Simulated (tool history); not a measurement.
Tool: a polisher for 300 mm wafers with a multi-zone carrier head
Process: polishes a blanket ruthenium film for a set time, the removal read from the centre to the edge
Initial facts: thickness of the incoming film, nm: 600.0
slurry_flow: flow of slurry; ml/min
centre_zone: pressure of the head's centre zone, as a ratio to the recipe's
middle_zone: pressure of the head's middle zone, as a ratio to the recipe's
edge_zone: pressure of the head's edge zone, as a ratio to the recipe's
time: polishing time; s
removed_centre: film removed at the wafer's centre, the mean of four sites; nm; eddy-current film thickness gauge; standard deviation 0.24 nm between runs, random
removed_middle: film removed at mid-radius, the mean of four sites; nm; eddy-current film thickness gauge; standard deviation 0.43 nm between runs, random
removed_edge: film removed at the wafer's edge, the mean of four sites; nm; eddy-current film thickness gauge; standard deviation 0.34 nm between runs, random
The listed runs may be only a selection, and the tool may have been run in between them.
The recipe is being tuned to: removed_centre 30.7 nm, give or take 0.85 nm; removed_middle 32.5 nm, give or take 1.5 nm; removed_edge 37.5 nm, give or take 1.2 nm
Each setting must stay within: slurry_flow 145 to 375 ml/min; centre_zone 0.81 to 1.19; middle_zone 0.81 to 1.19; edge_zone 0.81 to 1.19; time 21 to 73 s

{"run": 1, "hour": 0.0, "slurry_flow": 240, "centre_zone": 1, "middle_zone": 1, "edge_zone": 1, "time": 47, "removed_centre": 52.721, "removed_middle": 51.829, "removed_edge": 54.53}
{"run": 2, "hour": 7.5, "slurry_flow": 240, "centre_zone": 1.04, "middle_zone": 1, "edge_zone": 1, "time": 47, "removed_centre": 54.55, "removed_middle": 51.367, "removed_edge": 54.133}
{"run": 3, "hour": 11.9, "slurry_flow": 240, "centre_zone": 1.12, "middle_zone": 1, "edge_zone": 1, "time": 47, "removed_centre": 59.101, "removed_middle": 52.111, "removed_edge": 54.219}
{"run": 4, "hour": 20.3, "slurry_flow": 235, "centre_zone": 1.08, "middle_zone": 0.99, "edge_zone": 1, "time": 45, "removed_centre": 54.317, "removed_middle": 49.334, "removed_edge": 52.258}
{"run": 5, "hour": 26.2, "slurry_flow": 195, "centre_zone": 1.08, "middle_zone": 0.99, "edge_zone": 1, "time": 45, "removed_centre": 51.793, "removed_middle": 47.913, "removed_edge": 50.418}
{"run": 6, "hour": 28.7, "slurry_flow": 190, "centre_zone": 1.05, "middle_zone": 0.98, "edge_zone": 0.99, "time": 43, "removed_centre": 48.369, "removed_middle": 46.001, "removed_edge": 47.812}
{"run": 7, "hour": 31.7, "slurry_flow": 185, "centre_zone": 1.02, "middle_zone": 0.96, "edge_zone": 0.99, "time": 42, "removed_centre": 45.8, "removed_middle": 42.907, "removed_edge": 47.119}
{"run": 8, "hour": 38.5, "slurry_flow": 180, "centre_zone": 1, "middle_zone": 0.96, "edge_zone": 0.99, "time": 41, "removed_centre": 43.328, "removed_middle": 42.122, "removed_edge": 45.548}
{"run": 9, "hour": 44.2, "slurry_flow": 175, "centre_zone": 0.98, "middle_zone": 0.95, "edge_zone": 0.98, "time": 40, "removed_centre": 40.829, "removed_middle": 40.703, "removed_edge": 44.56}
{"run": 10, "hour": 44.8, "slurry_flow": 175, "centre_zone": 0.97, "middle_zone": 0.94, "edge_zone": 0.97, "time": 39, "removed_centre": 39.488, "removed_middle": 38.668, "removed_edge": 43.415}
{"run": 11, "hour": 46.4, "slurry_flow": 170, "centre_zone": 0.96, "middle_zone": 0.94, "edge_zone": 0.96, "time": 38, "removed_centre": 38.056, "removed_middle": 37.193, "removed_edge": 41.203}
{"run": 12, "hour": 48.4, "slurry_flow": 165, "centre_zone": 0.94, "middle_zone": 0.94, "edge_zone": 0.95, "time": 38, "removed_centre": 37.162, "removed_middle": 38.384, "removed_edge": 40.877}
{"hour": 53.6, "done": "edge zone pressure recalibrated"}
{"run": 13, "hour": 53.6, "slurry_flow": 165, "centre_zone": 0.93, "middle_zone": 0.93, "edge_zone": 0.94, "time": 38, "removed_centre": 36.811, "removed_middle": 37.266, "removed_edge": 39.39}
{"run": 14, "hour": 61.8, "slurry_flow": 165, "centre_zone": 0.92, "middle_zone": 0.92, "edge_zone": 0.94, "time": 38, "removed_centre": 36.115, "removed_middle": 37.492, "removed_edge": 39.429}
{"run": 15, "hour": 64.7, "slurry_flow": 165, "centre_zone": 0.91, "middle_zone": 0.91, "edge_zone": 0.94, "time": 38, "removed_centre": 35.87, "removed_middle": 36.623, "removed_edge": 39.905}
{"run": 16, "hour": 68.7, "slurry_flow": 165, "centre_zone": 0.9, "middle_zone": 0.9, "edge_zone": 0.94, "time": 38, "removed_centre": 35.561, "removed_middle": 36.508, "removed_edge": 39.314}

Which single option among these 4 for the next run brings every result within its allowed miss of target? Just one does.
{"run": "A", "hour": 72.7, "slurry_flow": 145, "centre_zone": 0.87, "middle_zone": 0.89, "edge_zone": 1.01, "time": 35, "removed_centre": "?", "removed_middle": "?", "removed_edge": "?"}
{"run": "B", "hour": 72.7, "slurry_flow": 145, "centre_zone": 0.81, "middle_zone": 1.19, "edge_zone": 0.83, "time": 37, "removed_centre": "?", "removed_middle": "?", "removed_edge": "?"}
{"run": "C", "hour": 72.7, "slurry_flow": 185, "centre_zone": 0.81, "middle_zone": 0.96, "edge_zone": 0.91, "time": 40, "removed_centre": "?", "removed_middle": "?", "removed_edge": "?"}
{"run": "D", "hour": 72.7, "slurry_flow": 165, "centre_zone": 0.98, "middle_zone": 0.81, "edge_zone": 1.11, "time": 34, "removed_centre": "?", "removed_middle": "?", "removed_edge": "?"}

move=A removed_centre=30.622 removed_middle=31.963 removed_edge=36.956
move=B removed_centre=30.183 removed_middle=43.248 removed_edge=35.532
move=C removed_centre=34.535 removed_middle=41.002 removed_edge=41.701
move=D removed_centre=34.656 removed_middle=29.578 removed_edge=38.47
A: hits every target within its allowed miss
B: brings the result that was furthest off to its target, and leaves another outside
C: just as far off the targets as the last run
D: nearer than the last run, and not there yet
The move that meets every target is A.
